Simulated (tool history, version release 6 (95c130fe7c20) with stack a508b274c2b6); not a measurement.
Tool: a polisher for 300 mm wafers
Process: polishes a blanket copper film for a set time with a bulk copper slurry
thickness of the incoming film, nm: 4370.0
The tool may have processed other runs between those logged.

run	day	flow of slurry (ml/min)	pressure of the wafer on the pad (psi)	speed of the pad under the wafer (cm/s)	abrasive content of the slurry	polishing time (s)	film removed (nm)
1	0	310	2.2	116	1	68	549.66
2	0.038	340	2.2	116	1	68	545.57
3	0.171	340	2.2	90	1	68	461.67
4	0.417	340	1.8	90	1	68	379.78
5	0.688	290	1.8	90	1	68	367.35
6	0.879	290	2.1	90	1	68	442.71
7	1.075	290	2.2	90	1	68	454.83
8	1.238	290	2.4	90	1	68	501.97
9	1.571	290	2.5	90	1	68	528.63
10	1.704	290	2.6	90	1	68	549.94
11	1.879	290	2.7	90	1	68	560.46

What will run 12 give?
12	2	290	3.3	94	1	68	?

{"run 12": {"film removed (nm)": 705.95}}
